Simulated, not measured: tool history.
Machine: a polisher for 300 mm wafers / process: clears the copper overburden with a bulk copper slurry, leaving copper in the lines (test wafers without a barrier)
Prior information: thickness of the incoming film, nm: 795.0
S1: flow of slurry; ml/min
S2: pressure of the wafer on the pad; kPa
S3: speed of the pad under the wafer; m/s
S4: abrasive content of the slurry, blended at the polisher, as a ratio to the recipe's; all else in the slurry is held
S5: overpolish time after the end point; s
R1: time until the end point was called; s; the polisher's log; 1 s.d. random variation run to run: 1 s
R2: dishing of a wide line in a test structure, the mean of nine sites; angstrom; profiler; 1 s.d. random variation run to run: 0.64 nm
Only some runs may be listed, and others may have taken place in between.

run	hour	S1	S2	S3	S4	S5	R1	R2
1	0	275	14.5	0.84	1	10	136.78	307.8
2	4.1	275	17.2	0.84	1	10	113.45	338.7
3	12.1	275	17.2	0.84	1.2	10	113.4	360.46
4	15.1	275	17.9	0.84	1.2	9	110.32	336.23
5	23.1	275	17.9	0.62	1.2	9	142.31	278.2
6	29.2	275	17.9	0.78	1.2	9	115.99	318.57

Run 7, settings as shown, results not yet in. Your forecast:
7	32.9	275	22.1	0.8	1.2	4	?	?

{"run 7": {"R1": 91.873, "R2": 214.48}}
